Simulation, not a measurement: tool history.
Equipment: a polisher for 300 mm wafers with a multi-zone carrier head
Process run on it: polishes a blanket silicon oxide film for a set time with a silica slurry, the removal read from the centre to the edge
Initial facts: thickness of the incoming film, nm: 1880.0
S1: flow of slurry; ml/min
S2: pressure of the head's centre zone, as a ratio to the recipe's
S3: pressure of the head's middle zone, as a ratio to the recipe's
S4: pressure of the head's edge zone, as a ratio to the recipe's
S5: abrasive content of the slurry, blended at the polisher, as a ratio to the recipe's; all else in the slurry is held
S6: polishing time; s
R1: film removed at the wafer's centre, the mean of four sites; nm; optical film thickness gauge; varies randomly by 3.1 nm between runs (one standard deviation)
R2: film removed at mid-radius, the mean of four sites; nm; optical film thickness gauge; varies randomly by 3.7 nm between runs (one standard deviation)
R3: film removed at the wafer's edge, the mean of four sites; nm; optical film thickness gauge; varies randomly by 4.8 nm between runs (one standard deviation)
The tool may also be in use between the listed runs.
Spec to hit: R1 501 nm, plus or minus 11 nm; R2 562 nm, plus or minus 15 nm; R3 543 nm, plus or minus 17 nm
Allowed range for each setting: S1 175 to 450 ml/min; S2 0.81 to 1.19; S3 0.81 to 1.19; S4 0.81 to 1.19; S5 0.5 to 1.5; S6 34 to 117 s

| run | hour | S1 | S2 | S3 | S4 | S5 | S6 | R1 | R2 | R3 |
|---|---|---|---|---|---|---|---|---|---|---|
| 1 | 0 | 290 | 1 | 1 | 1 | 1 | 75 | 413.87 | 406 | 421.59 |
| 2 | 3.7 | 305 | 1 | 1.05 | 1.05 | 1.1 | 75 | 438.07 | 449.61 | 449.33 |
| 3 | 6.6 | 310 | 0.99 | 1.07 | 1.08 | 1.2 | 75 | 445.77 | 476 | 473.58 |
| 4 | 15.3 | 320 | 1 | 1.09 | 1.11 | 1.25 | 75 | 462.37 | 486.16 | 500.32 |
| 5 | 19.8 | 330 | 1 | 1.12 | 1.11 | 1.3 | 75 | 468.71 | 511.17 | 513.28 |
| 6 | 23.4 | 330 | 1 | 1.16 | 1.11 | 1.3 | 75 | 471.59 | 530.47 | 496.82 |
| 7 | 28.5 | 340 | 1.01 | 1.17 | 1.13 | 1.3 | 75 | 476.65 | 528.59 | 503.34 |
| 8 | 34.4 | 345 | 1.01 | 1.18 | 1.14 | 1.35 | 75 | 484.87 | 546.21 | 528.66 |
| 9 | 37.8 | 390 | 1.03 | 1.19 | 1.15 | 1.35 | 75 | 501.92 | 553.97 | 522.55 |
| 10 | 41.7 | 390 | 1.03 | 1.19 | 1.16 | 1.35 | 75 | 500.24 | 554.19 | 523.17 |

Next run, 5 choices. One meets every target within its allowed miss, the rest don't. Which?
| A | 45.6 | 365 | 1.08 | 1.19 | 1.12 | 1.1 | 81 | ? | ? | ? |
| B | 45.6 | 330 | 0.95 | 1.05 | 1.19 | 1.5 | 78 | ? | ? | ? |
| C | 45.6 | 375 | 1.03 | 1.19 | 1.1 | 0.95 | 87 | ? | ? | ? |
| D | 45.6 | 365 | 1.01 | 1.18 | 1.18 | 1.3 | 78 | ? | ? | ? |
| E | 45.6 | 415 | 1.05 | 1.19 | 1.16 | 1.3 | 74 | ? | ? | ? |

| move | R1 | R2 | R3 |
|---|---|---|---|
| A | 517.02 | 548.19 | 513.2 |
| B | 495.57 | 538.25 | 580.65 |
| C | 491.96 | 547.2 | 507.24 |
| D | 502.08 | 565.59 | 547.86 |
| E | 500.04 | 545.05 | 518.5 |
A: misses by more than the last run did
B: pushes the last run's worst result past its target
C: misses by more than the last run did
D: every result lands within tolerance
E: misses by more than the last run did
The right move is D.
